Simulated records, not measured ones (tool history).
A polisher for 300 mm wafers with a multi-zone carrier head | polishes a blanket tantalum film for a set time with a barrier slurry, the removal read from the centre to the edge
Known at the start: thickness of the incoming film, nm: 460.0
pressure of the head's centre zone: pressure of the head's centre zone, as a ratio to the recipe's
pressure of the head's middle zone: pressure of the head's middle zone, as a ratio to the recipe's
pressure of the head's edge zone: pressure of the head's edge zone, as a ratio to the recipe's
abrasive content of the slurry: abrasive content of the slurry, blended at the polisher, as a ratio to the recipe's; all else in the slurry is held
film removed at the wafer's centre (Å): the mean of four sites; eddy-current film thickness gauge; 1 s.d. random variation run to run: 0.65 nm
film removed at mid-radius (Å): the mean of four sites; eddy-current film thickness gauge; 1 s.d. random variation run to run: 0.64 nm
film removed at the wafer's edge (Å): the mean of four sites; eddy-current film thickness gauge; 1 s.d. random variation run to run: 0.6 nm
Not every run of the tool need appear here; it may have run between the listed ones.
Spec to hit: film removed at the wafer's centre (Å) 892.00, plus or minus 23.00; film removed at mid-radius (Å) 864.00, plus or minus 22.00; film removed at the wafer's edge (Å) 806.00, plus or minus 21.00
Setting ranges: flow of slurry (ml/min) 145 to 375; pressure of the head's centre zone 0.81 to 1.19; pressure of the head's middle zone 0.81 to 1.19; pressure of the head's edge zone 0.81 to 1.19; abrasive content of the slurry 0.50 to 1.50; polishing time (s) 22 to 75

run	hour	flow of slurry (ml/min)	pressure of the head's centre zone	pressure of the head's middle zone	pressure of the head's edge zone	abrasive content of the slurry	polishing time (s)	film removed at the wafer's centre (Å)	film removed at mid-radius (Å)	film removed at the wafer's edge (Å)
1	0.0	240	1.00	1.00	1.00	1.00	48	668.92	716.70	696.79
2	7.9	240	1.00	1.00	0.96	1.00	48	679.59	705.72	683.89
3	13.8	240	1.00	1.00	0.96	1.00	54	764.48	789.45	766.18
4	15.1	240	1.00	1.00	0.96	1.10	54	783.94	819.02	789.76
5	23.2	240	1.00	1.00	1.00	1.10	54	775.21	828.40	802.82
6	29.0	240	1.00	1.07	1.00	1.10	54	783.43	861.91	802.45
7	36.3	260	1.03	1.06	0.99	1.10	54	813.78	873.46	804.15
8	42.4	265	1.05	1.05	0.98	1.10	54	840.59	861.74	809.16

4 next moves are on the table. One of them brings every result within its allowed miss. Which?
A	48.5	195	1.04	1.05	1.02	1.05	57	?	?	?
B	48.5	340	1.10	1.02	0.95	0.95	56	?	?	?
C	48.5	265	1.04	1.02	0.96	1.00	57	?	?	?
D	48.5	260	0.96	1.03	0.93	1.45	51	?	?	?

move	film removed at the wafer's centre (Å)	film removed at mid-radius (Å)	film removed at the wafer's edge (Å)
A	825.53	877.26	831.38
B	895.86	871.58	805.41
C	851.78	879.38	821.25
D	772.97	872.77	796.36
A: moves away from the targets compared with the last run
B: each result inside its tolerance
C: nearer the targets than the last run, but a result is still out of spec
D: moves away from the targets compared with the last run
B meets every target.

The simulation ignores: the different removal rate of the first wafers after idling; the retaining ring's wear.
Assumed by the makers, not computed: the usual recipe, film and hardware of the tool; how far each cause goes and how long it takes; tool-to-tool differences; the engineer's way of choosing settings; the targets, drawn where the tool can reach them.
